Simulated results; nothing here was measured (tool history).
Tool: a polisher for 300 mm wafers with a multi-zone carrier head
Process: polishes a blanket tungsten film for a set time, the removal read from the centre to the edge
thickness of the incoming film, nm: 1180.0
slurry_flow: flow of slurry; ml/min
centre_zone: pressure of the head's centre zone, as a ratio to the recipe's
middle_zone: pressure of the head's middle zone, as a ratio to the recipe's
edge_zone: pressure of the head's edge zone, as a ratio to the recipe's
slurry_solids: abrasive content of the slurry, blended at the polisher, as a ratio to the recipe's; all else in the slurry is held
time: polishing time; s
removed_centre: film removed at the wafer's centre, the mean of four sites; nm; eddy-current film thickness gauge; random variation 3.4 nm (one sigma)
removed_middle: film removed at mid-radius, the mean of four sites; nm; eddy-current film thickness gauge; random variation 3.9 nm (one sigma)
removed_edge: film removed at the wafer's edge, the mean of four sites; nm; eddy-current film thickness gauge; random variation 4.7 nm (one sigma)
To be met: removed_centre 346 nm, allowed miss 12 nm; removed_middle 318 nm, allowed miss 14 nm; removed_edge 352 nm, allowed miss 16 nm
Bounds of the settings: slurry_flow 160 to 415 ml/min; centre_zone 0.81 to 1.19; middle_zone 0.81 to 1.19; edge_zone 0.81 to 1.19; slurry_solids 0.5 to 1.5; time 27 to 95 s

run  hour  slurry_flow  centre_zone  middle_zone  edge_zone  slurry_solids  time  removed_centre  removed_middle  removed_edge
  1     0          265            1            1          1              1    61          469.99          463.89        461.58
  2   2.3          265         0.93            1          1              1    61          435.88          473.78         456.8
  3   3.3          260         0.93         0.95       0.99           0.85    59          399.05          413.13        422.08
  4   5.2          255         0.93         0.92       0.96           0.75    58           370.3          367.31        390.02
  5   7.1          255         0.93         0.92       0.96           0.75    68          432.44          428.81         445.3
  6     8          305         0.93         0.92       0.96           0.75    68          440.32          446.48        463.26
  7  16.6          285         0.92         0.89       0.92            0.7    67           411.8          412.27        437.64
  8  18.4          265         0.93         0.87       0.89           0.65    66          397.85           378.4        405.55
  9  19.4          205         0.87         0.81       0.81            0.5    65          307.88          295.92        314.94
 10  24.5          230         0.88         0.81       0.83            0.5    64          314.91          304.25        324.44
 11  27.3          245          0.9         0.81       0.85            0.5    63          318.62           299.6         330.2

Which of these 4 next moves meets every target?
  A  30.1          195         0.91         0.81       0.84           0.55    67               ?               ?             ?
  B  30.1          295         0.85         0.81       0.93           0.55    56               ?               ?             ?
  C  30.1          280         0.81         0.81       1.04            0.5    62               ?               ?             ?
  D  30.1          220         0.98         0.81       0.81           0.55    57               ?               ?             ?

move  removed_centre  removed_middle  removed_edge
   A          344.47          322.61        348.17
   B          286.43          285.66        318.29
   C          284.39          297.95        350.71
   D          322.82          279.85        295.83
A: meets every target
B: further off than the last run
C: further off than the last run
D: further off than the last run
Move A is the one to make.
